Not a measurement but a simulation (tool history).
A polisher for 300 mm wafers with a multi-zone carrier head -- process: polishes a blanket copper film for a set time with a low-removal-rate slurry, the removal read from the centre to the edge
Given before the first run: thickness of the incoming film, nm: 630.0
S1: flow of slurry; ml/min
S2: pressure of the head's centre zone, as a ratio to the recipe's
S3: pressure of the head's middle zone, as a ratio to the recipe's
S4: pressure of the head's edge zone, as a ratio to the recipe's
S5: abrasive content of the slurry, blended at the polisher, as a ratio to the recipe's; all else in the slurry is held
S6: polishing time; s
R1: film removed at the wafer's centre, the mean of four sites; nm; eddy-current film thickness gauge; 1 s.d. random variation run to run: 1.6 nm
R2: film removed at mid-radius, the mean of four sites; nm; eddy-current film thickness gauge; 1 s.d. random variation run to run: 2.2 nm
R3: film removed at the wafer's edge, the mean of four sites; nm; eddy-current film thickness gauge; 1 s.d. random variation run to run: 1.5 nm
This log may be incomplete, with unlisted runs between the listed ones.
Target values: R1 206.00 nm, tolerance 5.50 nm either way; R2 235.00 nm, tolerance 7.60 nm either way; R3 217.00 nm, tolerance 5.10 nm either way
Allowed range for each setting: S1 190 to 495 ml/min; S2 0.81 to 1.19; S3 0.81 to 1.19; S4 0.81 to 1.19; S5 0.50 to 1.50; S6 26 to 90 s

run	day	S1	S2	S3	S4	S5	S6	R1	R2	R3
1	0.000	320	1.00	1.00	1.00	1.00	58	247.15	250.86	250.74
2	0.233	320	1.00	1.00	1.00	0.90	58	241.95	246.44	243.72
3	0.483	320	0.95	1.00	1.00	0.90	58	232.97	248.63	245.82
4	0.800	310	0.93	0.99	0.96	0.85	58	225.36	241.30	238.29
5	1.092	310	0.93	0.99	0.96	0.85	70	269.93	295.94	286.68
6	1.454	385	0.93	0.99	0.96	0.85	70	274.11	294.05	286.95
7	1.662	385	0.91	0.99	0.93	0.75	68	256.86	281.81	268.92
8	1.888	385	0.89	0.99	0.91	0.70	66	239.35	271.71	255.68
9	1.946	385	0.89	0.98	0.89	0.65	65	232.36	254.55	245.48
10	2.075	385	0.88	0.99	0.87	0.60	64	220.69	250.93	235.31
11	2.150	385	0.88	0.99	0.86	0.55	64	219.85	244.83	231.08
12	2.504	385	0.87	0.99	0.85	0.55	64	215.10	247.37	225.06
13	2.675	375	0.87	0.98	0.84	0.55	64	216.66	240.67	228.26

Of the 5 settings listed for the next run, only one would bring every result within its allowed miss of target. Which one?
A	2.846	385	0.88	0.85	0.86	0.50	66	?	?	?
B	2.846	320	0.90	1.02	0.90	0.70	57	?	?	?
C	2.846	400	0.88	0.89	0.84	0.70	66	?	?	?
D	2.846	360	0.93	1.00	0.86	0.65	59	?	?	?
E	2.846	340	0.86	0.96	0.89	0.55	63	?	?	?

move	R1	R2	R3
A	220.72	222.94	229.61
B	207.27	237.34	215.34
C	238.01	249.24	244.77
D	219.25	239.40	216.19
E	209.05	237.80	225.54
A: lands further from the targets than the last run did
B: meets every target
C: lands further from the targets than the last run did
D: meets the target for the result that was furthest off, but another lies outside its allowed miss
E: an improvement on the last run, though not all results are within tolerance
The move that meets every target is B.
